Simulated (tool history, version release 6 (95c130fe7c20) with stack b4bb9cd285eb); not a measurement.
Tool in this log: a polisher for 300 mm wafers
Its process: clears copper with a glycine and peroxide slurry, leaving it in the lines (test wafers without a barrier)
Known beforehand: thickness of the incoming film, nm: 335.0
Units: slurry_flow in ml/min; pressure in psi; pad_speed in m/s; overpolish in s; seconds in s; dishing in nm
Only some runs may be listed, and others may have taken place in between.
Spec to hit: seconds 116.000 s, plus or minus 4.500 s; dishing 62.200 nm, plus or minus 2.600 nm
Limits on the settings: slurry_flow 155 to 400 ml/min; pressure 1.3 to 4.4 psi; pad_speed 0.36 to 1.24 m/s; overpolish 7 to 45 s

run 1 hour=0.0 | slurry_flow=255 pressure=2.8 pad_speed=0.80 overpolish=23 | seconds=82.489 dishing=57.415
run 2 hour=3.0 | slurry_flow=255 pressure=2.8 pad_speed=0.80 overpolish=27 | seconds=83.324 dishing=67.153
run 3 hour=9.4 | slurry_flow=255 pressure=2.5 pad_speed=0.80 overpolish=28 | seconds=90.647 dishing=63.884
run 4 hour=12.4 | slurry_flow=255 pressure=2.3 pad_speed=0.80 overpolish=29 | seconds=94.205 dishing=64.098
run 5 hour=20.6 | slurry_flow=255 pressure=2.3 pad_speed=0.90 overpolish=29 | seconds=86.121 dishing=67.118
run 6 hour=23.3 | slurry_flow=255 pressure=2.1 pad_speed=0.88 overpolish=30 | seconds=93.767 dishing=67.126
run 7 hour=24.9 | slurry_flow=250 pressure=1.3 pad_speed=0.86 overpolish=32 | seconds=124.940 dishing=55.079
run 8 hour=28.8 | slurry_flow=255 pressure=1.4 pad_speed=0.86 overpolish=32 | seconds=120.220 dishing=57.281

Next run, 4 choices. One meets every target within its allowed miss, the rest don't. Which?
run A hour=32.7 | slurry_flow=310 pressure=1.3 pad_speed=0.80 overpolish=39 | seconds=? dishing=?
run B hour=32.7 | slurry_flow=255 pressure=1.6 pad_speed=0.82 overpolish=31 | seconds=? dishing=?
run C hour=32.7 | slurry_flow=320 pressure=1.3 pad_speed=0.78 overpolish=44 | seconds=? dishing=?
run D hour=32.7 | slurry_flow=245 pressure=1.3 pad_speed=0.96 overpolish=35 | seconds=? dishing=?

move=A seconds=123.950 dishing=61.589
move=B seconds=112.470 dishing=55.809
move=C seconds=125.560 dishing=66.983
move=D seconds=112.860 dishing=60.328
A: puts the biggest miss on target and leaves a different result outside tolerance
B: lands further from the targets than the last run did
C: pushes the last run's worst result past its target
D: all results land within tolerance of their targets
D meets every target.
